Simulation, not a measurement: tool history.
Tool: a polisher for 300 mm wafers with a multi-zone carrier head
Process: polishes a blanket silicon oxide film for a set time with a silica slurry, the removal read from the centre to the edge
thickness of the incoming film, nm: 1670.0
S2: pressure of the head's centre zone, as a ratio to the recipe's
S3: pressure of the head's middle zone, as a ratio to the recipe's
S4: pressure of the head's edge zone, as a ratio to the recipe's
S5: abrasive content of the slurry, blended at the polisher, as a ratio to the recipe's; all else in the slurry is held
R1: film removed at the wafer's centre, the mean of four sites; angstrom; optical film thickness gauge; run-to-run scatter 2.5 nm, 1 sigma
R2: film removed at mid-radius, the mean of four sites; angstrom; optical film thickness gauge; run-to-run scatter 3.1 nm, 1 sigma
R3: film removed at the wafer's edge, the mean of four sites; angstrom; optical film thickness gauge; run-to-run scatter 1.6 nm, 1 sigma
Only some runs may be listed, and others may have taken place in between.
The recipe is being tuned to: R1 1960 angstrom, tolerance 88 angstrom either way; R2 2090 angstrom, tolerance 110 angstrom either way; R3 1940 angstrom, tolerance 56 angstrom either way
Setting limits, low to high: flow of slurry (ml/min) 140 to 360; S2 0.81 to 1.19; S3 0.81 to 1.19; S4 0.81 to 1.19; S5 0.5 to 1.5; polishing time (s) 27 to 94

{"run": 1, "hour": 0.0, "flow of slurry (ml/min)": 230, "S2": 1, "S3": 1, "S4": 1, "S5": 1, "polishing time (s)": 60, "R1": 1582, "R2": 1609, "R3": 1662.2}
{"run": 2, "hour": 3.2, "flow of slurry (ml/min)": 235, "S2": 1.02, "S3": 1.03, "S4": 1.02, "S5": 1.05, "polishing time (s)": 60, "R1": 1635, "R2": 1668.5, "R3": 1725.9}
{"run": 3, "hour": 7.4, "flow of slurry (ml/min)": 185, "S2": 1.02, "S3": 1.03, "S4": 1.02, "S5": 1.05, "polishing time (s)": 60, "R1": 1600, "R2": 1618.4, "R3": 1654.2}
{"run": 4, "hour": 16.3, "flow of slurry (ml/min)": 200, "S2": 1.04, "S3": 1.06, "S4": 1.02, "S5": 1.1, "polishing time (s)": 60, "R1": 1741.5, "R2": 1735.4, "R3": 1719.9}
{"run": 5, "hour": 18.2, "flow of slurry (ml/min)": 180, "S2": 1.04, "S3": 1.06, "S4": 1.02, "S5": 1.1, "polishing time (s)": 60, "R1": 1683.5, "R2": 1717.3, "R3": 1693.2}
{"run": 6, "hour": 23.6, "flow of slurry (ml/min)": 180, "S2": 1.04, "S3": 1.06, "S4": 1.02, "S5": 1.1, "polishing time (s)": 75, "R1": 2121.3, "R2": 2156.6, "R3": 2108.7}
{"run": 7, "hour": 31.5, "flow of slurry (ml/min)": 175, "S2": 1.03, "S3": 1.06, "S4": 1.01, "S5": 1.1, "polishing time (s)": 75, "R1": 2046.7, "R2": 2094.5, "R3": 2092.9}
{"run": 8, "hour": 37.0, "flow of slurry (ml/min)": 170, "S2": 1.03, "S3": 1.07, "S4": 1, "S5": 1.1, "polishing time (s)": 75, "R1": 2087.7, "R2": 2035.7, "R3": 2102.1}
{"run": 9, "hour": 44.7, "flow of slurry (ml/min)": 175, "S2": 1.04, "S3": 1.08, "S4": 1.02, "S5": 1.05, "polishing time (s)": 75, "R1": 2040.6, "R2": 2106, "R3": 2074.6}
{"run": 10, "hour": 47.4, "flow of slurry (ml/min)": 175, "S2": 1.04, "S3": 1.1, "S4": 1.01, "S5": 1.05, "polishing time (s)": 75, "R1": 2012.5, "R2": 2135.2, "R3": 2050.9}
{"run": 11, "hour": 53.6, "flow of slurry (ml/min)": 170, "S2": 1.04, "S3": 1.11, "S4": 1, "S5": 1.05, "polishing time (s)": 75, "R1": 2009.1, "R2": 2110.2, "R3": 2043.5}
{"run": 12, "hour": 57.9, "flow of slurry (ml/min)": 170, "S2": 1.04, "S3": 1.12, "S4": 0.99, "S5": 1.05, "polishing time (s)": 75, "R1": 2033.8, "R2": 2116.2, "R3": 2031.3}
{"run": 13, "hour": 66.8, "flow of slurry (ml/min)": 170, "S2": 1.04, "S3": 1.13, "S4": 0.98, "S5": 1.05, "polishing time (s)": 75, "R1": 1991.8, "R2": 2174.9, "R3": 2022.7}
{"run": 14, "hour": 73.3, "flow of slurry (ml/min)": 165, "S2": 1.04, "S3": 1.13, "S4": 0.97, "S5": 1.05, "polishing time (s)": 75, "R1": 1983.4, "R2": 2144.2, "R3": 2019.2}
{"run": 15, "hour": 78.4, "flow of slurry (ml/min)": 165, "S2": 1.04, "S3": 1.13, "S4": 0.96, "S5": 1.05, "polishing time (s)": 75, "R1": 1989.2, "R2": 2148.7, "R3": 1982}

Pick the move, out of 4, that brings all results within their allowed miss; only one does.
{"run": "A", "hour": 83.5, "flow of slurry (ml/min)": 160, "S2": 1.05, "S3": 1.13, "S4": 0.93, "S5": 1.05, "polishing time (s)": 74, "R1": "?", "R2": "?", "R3": "?"}
{"run": "B", "hour": 83.5, "flow of slurry (ml/min)": 140, "S2": 1.08, "S3": 1.09, "S4": 0.95, "S5": 1.15, "polishing time (s)": 75, "R1": "?", "R2": "?", "R3": "?"}
{"run": "C", "hour": 83.5, "flow of slurry (ml/min)": 205, "S2": 0.96, "S3": 1.07, "S4": 1.01, "S5": 0.95, "polishing time (s)": 78, "R1": "?", "R2": "?", "R3": "?"}
{"run": "D", "hour": 83.5, "flow of slurry (ml/min)": 290, "S2": 0.94, "S3": 1.15, "S4": 0.82, "S5": 0.9, "polishing time (s)": 82, "R1": "?", "R2": "?", "R3": "?"}

move=A R1=2002.3 R2=2162.7 R3=1958.5
move=B R1=2103.6 R2=2150.6 R3=2043.9
move=C R1=1928.6 R2=2165 R3=2093.2
move=D R1=2028.4 R2=2460.9 R3=2050.1
A: hits every target within its allowed miss
B: its largest miss is bigger than the last run's
C: its largest miss is bigger than the last run's
D: its largest miss is bigger than the last run's
So the answer is move A, the one that meets all the targets.
